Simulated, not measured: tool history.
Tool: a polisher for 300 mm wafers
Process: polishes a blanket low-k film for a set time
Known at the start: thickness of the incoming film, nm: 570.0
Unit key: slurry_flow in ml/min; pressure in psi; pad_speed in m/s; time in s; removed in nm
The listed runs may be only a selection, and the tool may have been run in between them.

run,hour,slurry_flow,pressure,pad_speed,slurry_solids,time,removed
1,0.0,295,1.2,0.94,1.00,60,13.3510
2,1.3,295,1.1,0.92,1.00,60,11.8490
3,9.4,295,1.3,0.92,1.00,60,14.2130
4,14.5,295,1.2,0.92,1.00,60,13.0640
5,18.0,295,1.2,0.92,1.10,60,13.7170
6,22.1,295,1.2,0.92,1.25,60,14.3790
7,27.2,295,1.1,0.90,1.25,60,12.8780
8,30.1,295,1.0,0.88,1.25,60,11.7880
9,37.4,295,0.9,0.86,1.25,60,10.3410

Run 10 is up next; what results do you expect?
10,39.8,295,0.6,0.84,1.25,60,?

removed: 6.9259 nm
